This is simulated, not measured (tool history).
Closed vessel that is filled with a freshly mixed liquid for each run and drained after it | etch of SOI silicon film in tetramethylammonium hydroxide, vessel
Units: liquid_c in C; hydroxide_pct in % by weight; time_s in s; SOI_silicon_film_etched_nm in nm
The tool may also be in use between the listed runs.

run 1 hour=0.0 | liquid_c=69.0 hydroxide_pct=14.0 time_s=105 | SOI_silicon_film_etched_nm=558.52
run 2 hour=6.7 | liquid_c=69.0 hydroxide_pct=14.0 time_s=105 | SOI_silicon_film_etched_nm=559.74
run 3 hour=10.1 | liquid_c=63.5 hydroxide_pct=14.0 time_s=105 | SOI_silicon_film_etched_nm=403.33
run 4 hour=17.0 | liquid_c=63.5 hydroxide_pct=14.0 time_s=110 | SOI_silicon_film_etched_nm=420.27
run 5 hour=23.6 | liquid_c=63.5 hydroxide_pct=16.0 time_s=110 | SOI_silicon_film_etched_nm=395.87
run 6 hour=29.3 | liquid_c=63.5 hydroxide_pct=14.0 time_s=110 | SOI_silicon_film_etched_nm=421.40
run 7 hour=32.2 | liquid_c=66.0 hydroxide_pct=14.0 time_s=110 | SOI_silicon_film_etched_nm=487.93
-- hour=32.9 thermometer replaced
run 8 hour=32.9 | liquid_c=72.5 hydroxide_pct=13.0 time_s=110 | SOI_silicon_film_etched_nm=794.62

Forecast run 9:
run 9 hour=33.5 | liquid_c=72.5 hydroxide_pct=13.0 time_s=110 | SOI_silicon_film_etched_nm=?

Run 9 gave SOI_silicon_film_etched_nm 791.63 nm.
